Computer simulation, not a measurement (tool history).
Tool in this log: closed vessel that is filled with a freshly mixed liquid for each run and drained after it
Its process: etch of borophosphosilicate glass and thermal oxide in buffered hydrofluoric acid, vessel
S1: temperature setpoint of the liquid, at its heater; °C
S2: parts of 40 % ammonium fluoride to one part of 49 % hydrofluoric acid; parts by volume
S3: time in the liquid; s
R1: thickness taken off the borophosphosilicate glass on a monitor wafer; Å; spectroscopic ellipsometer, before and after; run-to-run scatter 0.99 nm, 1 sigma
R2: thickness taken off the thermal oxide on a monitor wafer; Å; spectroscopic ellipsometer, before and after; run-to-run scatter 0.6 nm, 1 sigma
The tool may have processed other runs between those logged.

run 1 hour=0 | S1=25 S2=13 S3=60 | R1=616.09 R2=516.97
run 2 hour=1.7 | S1=25 S2=13 S3=80 | R1=824.27 R2=694.81
run 3 hour=8.2 | S1=27 S2=12.5 S3=80 | R1=951.05 R2=807.26
run 4 hour=14.3 | S1=27 S2=12.5 S3=60 | R1=722.33 R2=605.93
run 5 hour=19.5 | S1=28 S2=12.5 S3=60 | R1=743.47 R2=635.65
run 6 hour=22.9 | S1=28 S2=14 S3=60 | R1=664.64 R2=568.15
run 7 hour=30.5 | S1=29 S2=12 S3=60 | R1=819.02 R2=697.69
run 8 hour=37 | S1=30 S2=10.5 S3=60 | R1=982.86 R2=837.84
-- hour=44.7 hydrofluoric acid flow meter replaced
run 9 hour=44.7 | S1=30 S2=10.5 S3=60 | R1=1113.6 R2=941.92
run 10 hour=46.8 | S1=30.5 S2=10.5 S3=60 | R1=1144.7 R2=969.98
run 11 hour=49.3 | S1=31 S2=10.5 S3=60 | R1=1145.7 R2=989.08

What does the tool deliver on the next run?
run 12 hour=53.9 | S1=31.5 S2=10 S3=60 | R1=? R2=?

R1: 1240.4 Å
R2: 1057.9 Å
